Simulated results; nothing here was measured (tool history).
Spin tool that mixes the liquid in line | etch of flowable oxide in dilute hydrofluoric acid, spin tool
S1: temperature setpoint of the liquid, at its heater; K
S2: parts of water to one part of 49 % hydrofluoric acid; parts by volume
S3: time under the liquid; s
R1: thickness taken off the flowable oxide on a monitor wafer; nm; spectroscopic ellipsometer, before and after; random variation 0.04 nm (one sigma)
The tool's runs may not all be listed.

run,day,S1,S2,S3,R1
1,0.000,295.15,175,75,9.2599
2,0.125,293.65,200,75,7.4793
3,0.408,293.65,200,75,7.4779
4,0.496,292.65,220,75,6.3825
5,0.588,292.15,235,75,5.8016
6,0.700,292.15,270,75,4.8523
7,0.996,291.65,270,75,4.7959

Run 8 comes next. What will it give?
8,1.204,291.15,270,75,?

R1: 4.7174 nm

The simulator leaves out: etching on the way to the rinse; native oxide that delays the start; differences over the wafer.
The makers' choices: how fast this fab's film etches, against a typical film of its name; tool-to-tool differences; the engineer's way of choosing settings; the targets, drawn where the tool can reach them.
